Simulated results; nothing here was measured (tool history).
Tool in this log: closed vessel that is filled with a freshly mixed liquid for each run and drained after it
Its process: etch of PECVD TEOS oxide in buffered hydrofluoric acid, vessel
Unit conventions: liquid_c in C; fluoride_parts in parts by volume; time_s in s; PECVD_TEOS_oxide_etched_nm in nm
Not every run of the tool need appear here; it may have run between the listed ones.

| run | hour | liquid_c | fluoride_parts | time_s | PECVD_TEOS_oxide_etched_nm |
|---|---|---|---|---|---|
| 1 | 0 | 25 | 18.5 | 95 | 122.22 |
| 2 | 2.5 | 25 | 18.5 | 100 | 128.05 |
| 3 | 11 | 25 | 23 | 100 | 108.36 |
| 4 | 14.8 | 22 | 23 | 100 | 92.225 |
| 5 | 23.7 | 24.5 | 19.5 | 100 | 118.97 |
| 6 | 27.4 | 26 | 16.5 | 100 | 151.99 |
| 7 | 31.3 | 27.5 | 14 | 100 | 193.38 |
| 8 | 38.2 | 28.5 | 13 | 100 | 220.17 |
| 9 | 40.4 | 29.5 | 12 | 100 | 249.27 |

The next listed run, before its measurement:
| 10 | 49 | 30 | 11.5 | 100 | ? |

Run 10 measured PECVD_TEOS_oxide_etched_nm 269.09 nm.
